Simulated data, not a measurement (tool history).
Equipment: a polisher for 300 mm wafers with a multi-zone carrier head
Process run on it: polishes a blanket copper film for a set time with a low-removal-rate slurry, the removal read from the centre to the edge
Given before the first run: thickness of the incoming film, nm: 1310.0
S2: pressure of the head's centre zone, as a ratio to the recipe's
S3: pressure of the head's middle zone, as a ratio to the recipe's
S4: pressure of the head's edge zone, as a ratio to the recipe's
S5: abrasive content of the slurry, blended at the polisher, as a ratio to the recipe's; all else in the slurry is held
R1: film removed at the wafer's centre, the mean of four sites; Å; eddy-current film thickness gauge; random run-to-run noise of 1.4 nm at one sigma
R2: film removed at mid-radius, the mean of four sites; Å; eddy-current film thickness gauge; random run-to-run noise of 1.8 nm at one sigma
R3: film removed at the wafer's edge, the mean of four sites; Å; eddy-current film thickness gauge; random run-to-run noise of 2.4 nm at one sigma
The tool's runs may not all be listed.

{"run": 1, "hour": 0.0, "flow of slurry (ml/min)": 305, "S2": 1.0, "S3": 1.0, "S4": 1.0, "S5": 1.0, "polishing time (s)": 70, "R1": 1721.1, "R2": 1672.2, "R3": 1735.9}
{"run": 2, "hour": 3.5, "flow of slurry (ml/min)": 305, "S2": 1.0, "S3": 1.0, "S4": 1.0, "S5": 1.0, "polishing time (s)": 81, "R1": 1998.4, "R2": 1946.9, "R3": 2001.4}
{"run": 3, "hour": 9.6, "flow of slurry (ml/min)": 305, "S2": 1.0, "S3": 0.96, "S4": 1.0, "S5": 1.0, "polishing time (s)": 81, "R1": 1990.1, "R2": 1864.2, "R3": 1958.7}
{"run": 4, "hour": 15.3, "flow of slurry (ml/min)": 305, "S2": 1.0, "S3": 0.96, "S4": 1.08, "S5": 1.0, "polishing time (s)": 81, "R1": 1986.6, "R2": 1848.1, "R3": 2071.9}
{"run": 5, "hour": 19.0, "flow of slurry (ml/min)": 315, "S2": 1.0, "S3": 0.98, "S4": 1.07, "S5": 1.0, "polishing time (s)": 81, "R1": 2016.5, "R2": 1908.8, "R3": 2116.2}
{"run": 6, "hour": 22.4, "flow of slurry (ml/min)": 315, "S2": 1.0, "S3": 0.98, "S4": 1.1, "S5": 1.0, "polishing time (s)": 81, "R1": 2011.6, "R2": 1908.8, "R3": 2090.8}
{"run": 7, "hour": 28.9, "flow of slurry (ml/min)": 325, "S2": 1.0, "S3": 0.99, "S4": 1.09, "S5": 1.0, "polishing time (s)": 81, "R1": 2035.7, "R2": 1932.9, "R3": 2129.3}

Run 8 is up next; what results do you expect?
{"run": 8, "hour": 33.4, "flow of slurry (ml/min)": 330, "S2": 1.0, "S3": 1.0, "S4": 1.08, "S5": 1.0, "polishing time (s)": 81, "R1": "?", "R2": "?", "R3": "?"}

{"run 8": {"R1": 2018.9, "R2": 1978.1, "R3": 2127.5}}
